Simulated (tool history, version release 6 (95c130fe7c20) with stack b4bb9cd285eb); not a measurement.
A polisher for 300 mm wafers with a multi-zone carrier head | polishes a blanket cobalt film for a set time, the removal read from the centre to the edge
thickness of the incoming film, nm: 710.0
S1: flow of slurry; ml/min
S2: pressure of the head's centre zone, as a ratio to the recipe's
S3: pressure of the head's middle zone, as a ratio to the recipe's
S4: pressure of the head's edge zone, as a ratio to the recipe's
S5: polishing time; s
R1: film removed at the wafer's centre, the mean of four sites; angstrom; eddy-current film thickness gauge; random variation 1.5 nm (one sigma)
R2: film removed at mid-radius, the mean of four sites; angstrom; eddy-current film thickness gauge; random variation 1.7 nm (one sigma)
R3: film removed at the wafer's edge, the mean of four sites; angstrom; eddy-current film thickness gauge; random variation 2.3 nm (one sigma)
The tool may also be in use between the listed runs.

| run | hour | S1 | S2 | S3 | S4 | S5 | R1 | R2 | R3 |
|---|---|---|---|---|---|---|---|---|---|
| 1 | 0.0 | 225 | 1.00 | 1.00 | 1.00 | 64 | 2087.5 | 2084.8 | 2175.2 |
| 2 | 5.1 | 220 | 0.98 | 0.98 | 1.00 | 62 | 2014.7 | 1920.9 | 2044.2 |
| 3 | 11.5 | 220 | 0.98 | 0.98 | 0.96 | 62 | 1983.8 | 1940.4 | 2052.2 |
| 4 | 15.1 | 220 | 0.90 | 0.98 | 0.96 | 62 | 1888.6 | 1975.3 | 1981.4 |
| 5 | 22.8 | 210 | 0.89 | 0.97 | 0.99 | 60 | 1781.1 | 1873.9 | 2051.5 |
| 6 | 31.0 | 210 | 0.89 | 0.97 | 0.99 | 49 | 1453.3 | 1582.0 | 1623.2 |

The next listed run, before its measurement:
| 7 | 35.7 | 205 | 0.88 | 0.95 | 0.99 | 49 | ? | ? | ? |

{"run 7": {"R1": 1386.0, "R2": 1529.8, "R3": 1618.2}}

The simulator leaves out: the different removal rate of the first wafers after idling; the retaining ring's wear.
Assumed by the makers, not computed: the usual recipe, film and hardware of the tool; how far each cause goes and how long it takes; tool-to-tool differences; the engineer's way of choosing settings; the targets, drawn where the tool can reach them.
